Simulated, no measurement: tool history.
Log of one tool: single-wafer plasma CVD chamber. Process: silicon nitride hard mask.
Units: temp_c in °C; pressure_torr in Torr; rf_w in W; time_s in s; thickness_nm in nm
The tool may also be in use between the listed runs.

run 1 day=0 | temp_c=400 pressure_torr=1.22 rf_w=325 time_s=68.2 | thickness_nm=87.189
run 2 day=0.246 | temp_c=400 pressure_torr=1.05 rf_w=325 time_s=68.2 | thickness_nm=82.65
run 3 day=0.604 | temp_c=400 pressure_torr=1.05 rf_w=325 time_s=68.2 | thickness_nm=82.61
run 4 day=0.975 | temp_c=396 pressure_torr=1.05 rf_w=325 time_s=68.2 | thickness_nm=83.01
run 5 day=1.15 | temp_c=396 pressure_torr=1.05 rf_w=280 time_s=68.2 | thickness_nm=76.183
run 6 day=1.188 | temp_c=396 pressure_torr=1.14 rf_w=280 time_s=68.2 | thickness_nm=78.612

Run 7 comes next. What will it give?
run 7 day=1.296 | temp_c=396 pressure_torr=1.38 rf_w=325 time_s=68.6 | thickness_nm=?

thickness_nm: 91.65 nm
